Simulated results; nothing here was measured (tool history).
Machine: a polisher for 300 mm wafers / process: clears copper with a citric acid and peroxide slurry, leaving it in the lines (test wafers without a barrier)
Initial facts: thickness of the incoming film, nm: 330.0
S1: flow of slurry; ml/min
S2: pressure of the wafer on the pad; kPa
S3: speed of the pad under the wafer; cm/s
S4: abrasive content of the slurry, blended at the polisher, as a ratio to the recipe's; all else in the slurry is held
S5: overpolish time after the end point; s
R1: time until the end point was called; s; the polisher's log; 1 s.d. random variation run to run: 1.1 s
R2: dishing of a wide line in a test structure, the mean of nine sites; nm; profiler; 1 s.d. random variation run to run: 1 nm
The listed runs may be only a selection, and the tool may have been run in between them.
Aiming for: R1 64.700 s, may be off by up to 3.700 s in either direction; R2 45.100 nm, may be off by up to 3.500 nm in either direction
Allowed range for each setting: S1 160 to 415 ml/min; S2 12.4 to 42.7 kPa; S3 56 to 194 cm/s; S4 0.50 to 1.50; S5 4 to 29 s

run	hour	S1	S2	S3	S4	S5	R1	R2
1	0.0	265	27.6	124	1.00	15	86.213	33.595
2	5.3	265	27.6	102	1.00	15	99.541	29.796
3	12.0	315	27.6	102	1.00	15	99.885	29.588
4	20.8	315	21.4	102	1.00	15	126.490	23.894
5	26.2	365	21.4	102	1.00	15	124.070	25.710
6	27.1	365	24.8	104	1.00	15	105.570	28.086
7	29.2	365	27.6	106	1.00	16	95.544	32.761
8	34.3	365	35.2	112	1.00	15	70.902	38.339
9	39.4	365	35.9	112	1.00	15	70.392	37.758

Pick the move, out of 5, that brings all results within their allowed miss; only one does.
A	44.5	330	37.2	104	1.10	11	?	?
B	44.5	415	35.2	130	0.90	18	?	?
C	44.5	340	35.9	106	1.05	16	?	?
D	44.5	385	30.3	166	1.05	12	?	?
E	44.5	380	38.6	122	0.80	25	?	?

move	R1	R2
A	72.535	31.666
B	65.009	45.406
C	74.709	39.523
D	57.880	38.353
E	65.277	52.716
A: moves away from the targets compared with the last run
B: every result within its allowed miss
C: moves away from the targets compared with the last run
D: an improvement on the last run, though not all results are within tolerance
E: pushes the last run's worst result past its target
B is the move that brings every result within its allowed miss.
